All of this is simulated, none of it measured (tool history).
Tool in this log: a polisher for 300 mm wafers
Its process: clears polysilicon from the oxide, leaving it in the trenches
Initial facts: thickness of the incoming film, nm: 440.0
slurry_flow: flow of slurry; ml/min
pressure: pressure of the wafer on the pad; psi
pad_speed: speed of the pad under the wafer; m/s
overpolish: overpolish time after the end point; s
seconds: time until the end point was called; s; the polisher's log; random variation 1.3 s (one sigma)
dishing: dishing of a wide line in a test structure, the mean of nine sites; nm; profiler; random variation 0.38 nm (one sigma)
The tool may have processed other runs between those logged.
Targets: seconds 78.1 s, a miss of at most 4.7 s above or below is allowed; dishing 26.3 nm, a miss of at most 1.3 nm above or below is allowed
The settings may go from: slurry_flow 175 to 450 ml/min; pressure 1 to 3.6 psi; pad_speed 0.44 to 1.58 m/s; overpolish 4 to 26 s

Run 1, hour 0: slurry_flow 290 ml/min, pressure 2.3 psi, pad_speed 1 m/s, overpolish 13 s. Result: seconds 40.692 s, dishing 65.925 nm.
Run 2, hour 4: slurry_flow 255 ml/min, pressure 2.3 psi, pad_speed 1 m/s, overpolish 13 s. Result: seconds 42.691 s, dishing 62.821 nm.
Run 3, hour 8.8: slurry_flow 240 ml/min, pressure 2.1 psi, pad_speed 0.96 m/s, overpolish 11 s. Result: seconds 49.186 s, dishing 55.817 nm.
Run 4, hour 14.9: slurry_flow 240 ml/min, pressure 2.1 psi, pad_speed 0.96 m/s, overpolish 16 s. Result: seconds 47.629 s, dishing 65.894 nm.
Run 5, hour 19.5: slurry_flow 230 ml/min, pressure 1.9 psi, pad_speed 0.94 m/s, overpolish 14 s. Result: seconds 55.225 s, dishing 59.318 nm.
Run 6, hour 26.8: slurry_flow 230 ml/min, pressure 2.2 psi, pad_speed 0.94 m/s, overpolish 14 s. Result: seconds 47.622 s, dishing 62.362 nm.
At hour 31.5: worn pad replaced by a new one.
Run 7, hour 31.5: slurry_flow 220 ml/min, pressure 2 psi, pad_speed 0.94 m/s, overpolish 12 s. Result: seconds 47.494 s, dishing 57.597 nm.
Run 8, hour 38.3: slurry_flow 210 ml/min, pressure 1.8 psi, pad_speed 0.86 m/s, overpolish 10 s. Result: seconds 55.667 s, dishing 48.749 nm.
Run 9, hour 40: slurry_flow 205 ml/min, pressure 1.7 psi, pad_speed 0.78 m/s, overpolish 9 s. Result: seconds 63.75 s, dishing 41.768 nm.
Run 10, hour 44.8: slurry_flow 200 ml/min, pressure 1.7 psi, pad_speed 0.72 m/s, overpolish 8 s. Result: seconds 65.478 s, dishing 36.499 nm.
Run 11, hour 48.5: slurry_flow 200 ml/min, pressure 1.7 psi, pad_speed 0.7 m/s, overpolish 7 s. Result: seconds 70.68 s, dishing 32.975 nm.

Which single option among these 4 for the next run brings every result within its allowed miss of target? Just one does.
Run A, hour 52.2: slurry_flow 180 ml/min, pressure 1.6 psi, pad_speed 0.64 m/s, overpolish 7 s. Result: seconds ?, dishing ?.
Run B, hour 52.2: slurry_flow 235 ml/min, pressure 1.4 psi, pad_speed 0.74 m/s, overpolish 6 s. Result: seconds ?, dishing ?.
Run C, hour 52.2: slurry_flow 275 ml/min, pressure 1.4 psi, pad_speed 0.58 m/s, overpolish 8 s. Result: seconds ?, dishing ?.
Run D, hour 52.2: slurry_flow 295 ml/min, pressure 1.3 psi, pad_speed 0.6 m/s, overpolish 6 s. Result: seconds ?, dishing ?.

move  seconds  dishing
   A   77.269   29.627
   B   77.465   26.158
   C    87.35    29.88
   D   91.344   22.839
A: gains on the last run, yet a result remains outside its allowed miss
B: hits every target within its allowed miss
C: gains on the last run, yet a result remains outside its allowed miss
D: carries the result that was furthest off beyond its target, to the other side
The right move is B.
